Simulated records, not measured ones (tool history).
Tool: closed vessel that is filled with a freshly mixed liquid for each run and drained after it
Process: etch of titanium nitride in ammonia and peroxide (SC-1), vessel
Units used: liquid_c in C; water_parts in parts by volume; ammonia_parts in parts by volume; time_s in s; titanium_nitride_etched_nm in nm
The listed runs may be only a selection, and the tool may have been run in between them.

run,hour,liquid_c,water_parts,ammonia_parts,time_s,titanium_nitride_etched_nm
1,0.0,62.0,10.5,0.85,105,25.109
2,1.0,61.0,10.5,0.85,105,23.490
3,7.3,61.0,10.5,0.85,115,25.813
4,9.3,56.5,10.5,0.85,115,19.015
5,16.4,62.5,10.5,0.85,115,28.279
6,25.1,61.0,10.5,0.85,115,25.624
7,34.3,60.0,10.5,0.85,115,24.018
8,43.6,59.0,10.5,0.85,115,22.560
9,46.6,54.5,10.5,0.85,115,16.708

Run 10 comes next. What will it give?
10,54.4,55.0,10.5,0.85,115,?

Run 10 produced titanium_nitride_etched_nm 17.318 nm.
